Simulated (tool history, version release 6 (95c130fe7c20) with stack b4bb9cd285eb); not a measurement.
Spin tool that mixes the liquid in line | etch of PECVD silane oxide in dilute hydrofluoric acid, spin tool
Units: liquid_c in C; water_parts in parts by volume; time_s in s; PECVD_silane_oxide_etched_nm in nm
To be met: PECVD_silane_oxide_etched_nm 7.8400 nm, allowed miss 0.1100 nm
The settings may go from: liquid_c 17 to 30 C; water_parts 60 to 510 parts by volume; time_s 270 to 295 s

run,hour,liquid_c,water_parts,time_s,PECVD_silane_oxide_etched_nm
1,0.0,22,285,270,11.3810
2,2.5,21,295,270,10.4960
3,8.5,21,295,295,11.4520
4,14.6,18,295,295,10.2980
5,15.7,18,310,295,9.6140
6,21.0,18,275,295,11.1670
7,22.6,18,295,295,10.2290
8,25.2,18,310,295,9.6689
9,27.5,18,320,295,9.2213
10,28.2,18,325,295,9.0733

4 next moves are on the table. One of them brings every result within its allowed miss. Which?
A,28.9,17,330,295,?
B,28.9,17,365,290,?
C,28.9,21,340,295,?
D,28.9,17,335,275,?

move,PECVD_silane_oxide_etched_nm
A,8.6313
B,7.4582
C,9.6049
D,7.8939
A: nearer than the last run, and not there yet
B: takes the result that was furthest off past its target
C: further off than the last run
D: meets every target
Answer: D
